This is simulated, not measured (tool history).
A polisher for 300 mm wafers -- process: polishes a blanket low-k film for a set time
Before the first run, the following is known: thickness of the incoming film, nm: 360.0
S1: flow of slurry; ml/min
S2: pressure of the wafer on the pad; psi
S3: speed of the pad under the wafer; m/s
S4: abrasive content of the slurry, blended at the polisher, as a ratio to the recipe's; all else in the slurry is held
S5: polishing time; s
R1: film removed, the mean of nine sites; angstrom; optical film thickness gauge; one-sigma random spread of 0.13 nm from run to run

run,hour,S1,S2,S3,S4,S5,R1
1,0,180,2.4,1.12,1,50,292.68
2,7.3,180,2.4,1.12,1,50,292.13
3,11.4,180,2.4,0.92,1,50,248.38
4,13.7,180,2,0.8,1,50,184.74
5,17.4,180,1.7,0.76,1,50,153.15
6,25.9,180,1.5,0.74,1,50,133.6

Run 7, settings as shown, results not yet in. Your forecast:
7,34.6,180,1.4,0.72,1,50,?

{"run 7": {"R1": 124.15}}

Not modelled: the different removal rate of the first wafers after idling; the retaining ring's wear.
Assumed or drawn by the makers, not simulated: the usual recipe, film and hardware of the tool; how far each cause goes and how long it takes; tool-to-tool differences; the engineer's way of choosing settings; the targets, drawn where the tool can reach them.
